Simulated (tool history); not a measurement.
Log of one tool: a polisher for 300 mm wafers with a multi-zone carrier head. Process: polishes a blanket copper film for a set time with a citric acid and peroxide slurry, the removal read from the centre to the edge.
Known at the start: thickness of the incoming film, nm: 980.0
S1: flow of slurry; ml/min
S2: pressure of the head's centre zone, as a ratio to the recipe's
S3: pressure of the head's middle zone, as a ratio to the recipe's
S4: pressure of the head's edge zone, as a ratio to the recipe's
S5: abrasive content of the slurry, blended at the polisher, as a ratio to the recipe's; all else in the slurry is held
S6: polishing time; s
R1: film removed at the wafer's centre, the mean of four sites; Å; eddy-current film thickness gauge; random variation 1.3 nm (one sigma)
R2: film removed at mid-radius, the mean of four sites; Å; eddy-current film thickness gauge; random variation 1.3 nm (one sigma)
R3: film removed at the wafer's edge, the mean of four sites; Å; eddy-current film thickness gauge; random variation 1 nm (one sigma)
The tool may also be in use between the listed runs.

| run | day | S1 | S2 | S3 | S4 | S5 | S6 | R1 | R2 | R3 |
|---|---|---|---|---|---|---|---|---|---|---|
| 1 | 0.000 | 150 | 1.00 | 1.00 | 1.00 | 1.0 | 68 | 2176.4 | 2116.5 | 2044.2 |
| 2 | 0.354 | 150 | 1.00 | 1.00 | 1.00 | 1.0 | 59 | 1910.6 | 1872.5 | 1775.7 |
| 3 | 0.712 | 150 | 1.00 | 0.92 | 1.00 | 1.0 | 59 | 1901.8 | 1769.7 | 1787.7 |
| 4 | 0.879 | 150 | 1.00 | 0.92 | 1.00 | 1.0 | 52 | 1673.9 | 1539.1 | 1559.4 |
| 5 | 1.217 | 150 | 1.00 | 0.84 | 1.00 | 1.0 | 52 | 1686.4 | 1426.2 | 1537.4 |
| 6 | 1.417 | 150 | 1.00 | 0.88 | 1.00 | 1.0 | 52 | 1683.0 | 1475.9 | 1568.3 |
| 7 | 1.550 | 155 | 0.99 | 0.90 | 0.99 | 1.0 | 52 | 1706.7 | 1540.8 | 1554.3 |

Run 8 comes next. What will it give?
| 8 | 1.662 | 155 | 0.98 | 0.91 | 1.00 | 1.0 | 52 | ? | ? | ? |

{"run 8": {"R1": 1660.1, "R2": 1523.9, "R3": 1567.8}}
